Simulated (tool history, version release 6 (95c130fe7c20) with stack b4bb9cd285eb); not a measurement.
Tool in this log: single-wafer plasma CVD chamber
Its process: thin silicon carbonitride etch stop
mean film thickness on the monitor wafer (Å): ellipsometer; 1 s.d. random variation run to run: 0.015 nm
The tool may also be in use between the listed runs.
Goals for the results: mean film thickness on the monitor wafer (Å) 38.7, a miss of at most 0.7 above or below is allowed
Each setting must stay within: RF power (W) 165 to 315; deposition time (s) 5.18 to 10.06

run    day  RF power (W)  deposition time (s)  mean film thickness on the monitor wafer (Å)
  1      0           240                 7.62                                        49.151
  2  0.067           225                 7.62                                        47.808
  3  0.225           200                 7.62                                        45.295
  4  0.521           190                 7.45                                        43.122
  5  0.604           190                  8.2                                        47.631
  6  0.942           190                 7.38                                        42.953
  7  1.296           185                 7.27                                        41.691
  8  1.658           165                 6.84                                        36.742
  9  2.033           170                 6.85                                        37.104
 10  2.204           195                 6.97                                        40.956
     2.521  -- thermocouple changed; heater temperature recalibrated
 11  2.521           190                 6.96                                        40.187
 12  2.738           185                 6.95                                        39.749

5 next moves are on the table. One of them brings every result within its allowed miss. Which?
  A  2.954           215                 6.27                                             ?
  B  2.954           175                 7.38                                             ?
  C  2.954           205                 6.71                                             ?
  D  2.954           185                 7.05                                             ?
  E  2.954           215                 6.76                                             ?

move  mean film thickness on the monitor wafer (Å)
   A                                        38.406
   B                                        40.682
   C                                        40.163
   D                                        40.048
   E                                        41.408
A: every result within its allowed miss
B: lands further from the targets than the last run did
C: lands further from the targets than the last run did
D: lands further from the targets than the last run did
E: lands further from the targets than the last run did
The move that meets every target is A.
